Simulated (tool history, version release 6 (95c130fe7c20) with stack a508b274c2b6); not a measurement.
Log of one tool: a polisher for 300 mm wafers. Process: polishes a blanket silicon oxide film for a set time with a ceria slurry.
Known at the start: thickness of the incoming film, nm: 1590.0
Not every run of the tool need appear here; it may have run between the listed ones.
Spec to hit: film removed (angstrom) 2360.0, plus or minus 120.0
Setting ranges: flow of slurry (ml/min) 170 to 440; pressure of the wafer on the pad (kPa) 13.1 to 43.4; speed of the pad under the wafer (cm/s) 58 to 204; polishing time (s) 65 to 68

run,hour,flow of slurry (ml/min),pressure of the wafer on the pad (kPa),speed of the pad under the wafer (cm/s),polishing time (s),film removed (angstrom)
1,0.0,280,28.3,130,65,4009.3
2,8.2,280,35.2,130,65,4932.6
3,9.7,280,32.4,128,65,4534.8
4,18.6,280,29.6,126,65,4118.3
5,23.9,280,27.6,124,65,3883.9
6,31.0,280,27.6,156,65,4747.6
7,40.0,270,20.0,120,65,2738.7
8,42.5,270,19.3,120,65,2589.2

Which single option among these 4 for the next run brings every result within its allowed miss of target? Just one does.
A,45.0,225,22.8,116,65,?
B,45.0,225,20.7,98,68,?
C,45.0,270,21.4,86,66,?
D,45.0,255,21.4,116,68,?

move,film removed (angstrom)
A,2825.7
B,2292.8
C,2072.7
D,2828.5
A: further off than the last run
B: in spec on every target
C: carries the result that was furthest off beyond its target, to the other side
D: further off than the last run
B is the move that brings every result within its allowed miss.

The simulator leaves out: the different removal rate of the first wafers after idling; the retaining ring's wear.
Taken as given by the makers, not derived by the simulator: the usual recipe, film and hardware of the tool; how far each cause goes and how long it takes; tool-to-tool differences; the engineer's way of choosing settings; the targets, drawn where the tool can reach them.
